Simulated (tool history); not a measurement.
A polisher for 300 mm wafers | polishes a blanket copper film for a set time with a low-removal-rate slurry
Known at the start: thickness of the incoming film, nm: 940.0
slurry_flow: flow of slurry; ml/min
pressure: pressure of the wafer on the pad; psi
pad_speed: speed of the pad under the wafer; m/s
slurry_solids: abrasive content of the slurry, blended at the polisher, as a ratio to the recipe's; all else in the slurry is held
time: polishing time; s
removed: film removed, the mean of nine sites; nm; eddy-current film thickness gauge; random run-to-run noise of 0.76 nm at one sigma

| run | day | slurry_flow | pressure | pad_speed | slurry_solids | time | removed |
|---|---|---|---|---|---|---|---|
| 1 | 0 | 255 | 2.7 | 0.84 | 1 | 33 | 70.688 |
| 2 | 0.238 | 280 | 2.7 | 0.84 | 1 | 33 | 70.443 |
| 3 | 0.333 | 280 | 2.8 | 0.84 | 1 | 33 | 72.562 |
| 4 | 0.588 | 280 | 2.9 | 0.84 | 1 | 33 | 74.996 |
| 5 | 0.942 | 280 | 2.9 | 0.92 | 1 | 33 | 82.549 |
| 6 | 1.075 | 280 | 2.9 | 0.72 | 1 | 33 | 64.802 |
| 7 | 1.183 | 290 | 3.6 | 0.72 | 1 | 33 | 79.306 |

What will run 8 give?
| 8 | 1.346 | 290 | 3.7 | 0.72 | 1 | 33 | ? |

Logged for run 8: removed 82.437 nm.
